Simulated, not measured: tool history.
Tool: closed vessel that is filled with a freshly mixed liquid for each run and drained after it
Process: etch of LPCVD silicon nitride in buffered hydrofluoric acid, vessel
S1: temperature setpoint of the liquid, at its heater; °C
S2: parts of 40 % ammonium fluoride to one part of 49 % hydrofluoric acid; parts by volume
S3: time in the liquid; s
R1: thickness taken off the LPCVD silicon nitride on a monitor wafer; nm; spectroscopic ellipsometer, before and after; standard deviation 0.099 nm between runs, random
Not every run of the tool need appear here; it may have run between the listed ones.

run  hour    S1   S2    S3      R1
  1     0    22  7.5  1915  37.409
  2   3.8    21  7.5  1915  34.879
  3    12  22.5  7.5  1915    38.2
  4  17.7  21.5  7.5  1915   36.13
  5  24.6  21.5  7.5  2070  38.797
  6  29.6  20.5  7.5  2070  36.745

Expected results for the next run?
  7  30.4  20  7.5  2070   ?

{"run 7": {"R1": 35.676}}
